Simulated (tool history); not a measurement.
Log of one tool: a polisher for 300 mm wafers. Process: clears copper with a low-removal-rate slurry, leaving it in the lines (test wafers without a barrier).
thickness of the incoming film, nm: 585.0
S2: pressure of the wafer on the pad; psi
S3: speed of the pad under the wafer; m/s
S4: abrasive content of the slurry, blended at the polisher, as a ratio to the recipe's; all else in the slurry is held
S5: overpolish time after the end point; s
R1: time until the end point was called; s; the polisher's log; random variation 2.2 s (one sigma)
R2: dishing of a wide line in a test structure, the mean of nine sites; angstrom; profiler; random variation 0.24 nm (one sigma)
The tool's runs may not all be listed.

run 1 hour=0.0 | flow_of_slurry_(ml/min)=260 S2=3.7 S3=0.92 S4=1.00 S5=13 | R1=171.71 R2=300.14
run 2 hour=4.7 | flow_of_slurry_(ml/min)=260 S2=3.7 S3=1.14 S4=1.00 S5=13 | R1=141.90 R2=360.75
run 3 hour=7.3 | flow_of_slurry_(ml/min)=260 S2=3.7 S3=1.14 S4=1.00 S5=18 | R1=139.37 R2=485.80
run 4 hour=14.6 | flow_of_slurry_(ml/min)=320 S2=3.7 S3=1.14 S4=1.00 S5=18 | R1=139.72 R2=498.44
run 5 hour=21.1 | flow_of_slurry_(ml/min)=285 S2=3.4 S3=1.16 S4=1.00 S5=15 | R1=141.51 R2=384.51
run 6 hour=21.9 | flow_of_slurry_(ml/min)=285 S2=3.4 S3=0.98 S4=1.00 S5=15 | R1=172.25 R2=344.42
run 7 hour=22.5 | flow_of_slurry_(ml/min)=260 S2=3.0 S3=1.08 S4=0.90 S5=13 | R1=174.47 R2=293.25
run 8 hour=26.1 | flow_of_slurry_(ml/min)=260 S2=3.0 S3=1.08 S4=0.90 S5=13 | R1=175.35 R2=296.88

The next listed run, before its measurement:
run 9 hour=33.8 | flow_of_slurry_(ml/min)=265 S2=2.7 S3=1.10 S4=1.05 S5=11 | R1=? R2=?

R1: 179.93 s
R2: 240.99 angstrom
